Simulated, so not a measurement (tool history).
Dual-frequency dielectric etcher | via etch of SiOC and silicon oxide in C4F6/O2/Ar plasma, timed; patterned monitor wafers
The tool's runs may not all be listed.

run,hour,source power (kW),bias power (kW),etch time (s),mean etch depth across the wafer (angstrom)
1,0.0,0.370,0.178,103.0,1105.6
2,5.0,0.390,0.178,103.0,1157.9
3,13.8,0.390,0.178,107.5,1203.7
4,22.1,0.430,0.178,107.5,1256.0
5,28.0,0.430,0.164,107.5,1220.5
6,34.2,0.430,0.195,107.5,1307.6
7,38.5,0.430,0.195,107.5,1315.0
8,39.1,0.360,0.160,106.5,1080.1

Forecast run 9:
9,40.8,0.360,0.160,106.5,?

Run 9 gave mean etch depth across the wafer (angstrom) 1082.1.
